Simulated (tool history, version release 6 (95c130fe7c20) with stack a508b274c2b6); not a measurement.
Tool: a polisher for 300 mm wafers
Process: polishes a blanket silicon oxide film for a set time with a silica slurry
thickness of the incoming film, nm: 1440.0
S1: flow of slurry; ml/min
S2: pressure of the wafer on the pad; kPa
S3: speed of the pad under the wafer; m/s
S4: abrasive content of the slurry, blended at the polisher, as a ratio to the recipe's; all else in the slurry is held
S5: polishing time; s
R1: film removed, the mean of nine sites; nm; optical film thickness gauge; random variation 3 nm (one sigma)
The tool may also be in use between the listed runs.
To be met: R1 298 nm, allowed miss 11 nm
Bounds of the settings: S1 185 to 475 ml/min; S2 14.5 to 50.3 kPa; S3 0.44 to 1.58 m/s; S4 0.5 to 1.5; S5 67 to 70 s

| run | hour | S1 | S2 | S3 | S4 | S5 | R1 |
|---|---|---|---|---|---|---|---|
| 1 | 0 | 305 | 32.4 | 1 | 1 | 67 | 198.5 |
| 2 | 7.5 | 305 | 32.4 | 1 | 1 | 70 | 208.23 |
| 3 | 16 | 305 | 35.2 | 1 | 1 | 70 | 225.6 |
| 4 | 23.7 | 255 | 35.2 | 1 | 1 | 70 | 220.22 |
| 5 | 27.2 | 255 | 35.2 | 1 | 1 | 67 | 210.1 |
| 6 | 35.7 | 255 | 37.9 | 1 | 1 | 67 | 230.49 |
| 7 | 43.8 | 260 | 40 | 1 | 1 | 67 | 245.65 |
| 8 | 46.1 | 265 | 41.4 | 1 | 1 | 67 | 248.54 |
| 9 | 51.8 | 265 | 42.7 | 1 | 1 | 67 | 258.84 |

Which of these 4 next moves meets every target?
| A | 57.5 | 235 | 42.1 | 0.84 | 1 | 67 | ? |
| B | 57.5 | 280 | 44.1 | 0.82 | 1.05 | 67 | ? |
| C | 57.5 | 310 | 40 | 0.84 | 0.85 | 70 | ? |
| D | 57.5 | 235 | 45.5 | 1.18 | 1 | 67 | ? |

| move | R1 |
|---|---|
| A | 226.54 |
| B | 242.61 |
| C | 220.95 |
| D | 303.28 |
A: further off than the last run
B: further off than the last run
C: further off than the last run
D: meets every target
Move D is the one to make.
